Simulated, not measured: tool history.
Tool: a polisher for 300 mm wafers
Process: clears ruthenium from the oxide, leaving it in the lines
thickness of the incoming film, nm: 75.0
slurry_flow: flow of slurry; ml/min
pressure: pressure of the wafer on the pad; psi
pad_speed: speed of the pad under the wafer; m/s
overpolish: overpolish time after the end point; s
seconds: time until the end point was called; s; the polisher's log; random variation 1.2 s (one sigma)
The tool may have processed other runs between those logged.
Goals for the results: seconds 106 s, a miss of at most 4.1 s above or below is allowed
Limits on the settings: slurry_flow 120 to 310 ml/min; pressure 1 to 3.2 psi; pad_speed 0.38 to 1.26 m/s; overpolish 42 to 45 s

run 1 hour=0 | slurry_flow=200 pressure=2.1 pad_speed=0.82 overpolish=42 | seconds=84.859
run 2 hour=1.9 | slurry_flow=200 pressure=2 pad_speed=0.82 overpolish=42 | seconds=86.528
run 3 hour=2.8 | slurry_flow=200 pressure=1.9 pad_speed=0.82 overpolish=42 | seconds=91.358
run 4 hour=4.7 | slurry_flow=200 pressure=1.8 pad_speed=0.82 overpolish=42 | seconds=96.301
-- hour=6.7 slurry nozzle cleaned
run 5 hour=6.7 | slurry_flow=200 pressure=1.8 pad_speed=0.82 overpolish=42 | seconds=91.451
run 6 hour=7.5 | slurry_flow=225 pressure=1.8 pad_speed=0.82 overpolish=42 | seconds=89.367
run 7 hour=11.7 | slurry_flow=210 pressure=1.8 pad_speed=0.82 overpolish=42 | seconds=88.418
run 8 hour=17.6 | slurry_flow=195 pressure=1.8 pad_speed=0.82 overpolish=42 | seconds=90.074
run 9 hour=20.3 | slurry_flow=195 pressure=1.7 pad_speed=0.82 overpolish=42 | seconds=93.904
run 10 hour=23.8 | slurry_flow=195 pressure=1.6 pad_speed=0.82 overpolish=42 | seconds=100.33
run 11 hour=24.4 | slurry_flow=190 pressure=1.6 pad_speed=0.82 overpolish=42 | seconds=99.736
run 12 hour=28 | slurry_flow=185 pressure=1.6 pad_speed=0.82 overpolish=42 | seconds=101.64

Consider the 4 candidate settings below. Which is the only one whose results all fall within their allowed miss of target?
run A hour=31.6 | slurry_flow=120 pressure=1.7 pad_speed=0.82 overpolish=45 | seconds=?
run B hour=31.6 | slurry_flow=215 pressure=1.6 pad_speed=0.68 overpolish=42 | seconds=?
run C hour=31.6 | slurry_flow=175 pressure=1.5 pad_speed=0.74 overpolish=42 | seconds=?
run D hour=31.6 | slurry_flow=160 pressure=1.2 pad_speed=0.98 overpolish=42 | seconds=?

move=A seconds=104.09
move=B seconds=112.56
move=C seconds=116.5
move=D seconds=119.25
A: hits every target within its allowed miss
B: moves the result that the last run missed by most past its target, out the other side
C: moves the result that the last run missed by most past its target, out the other side
D: moves the result that the last run missed by most past its target, out the other side
A meets every target.
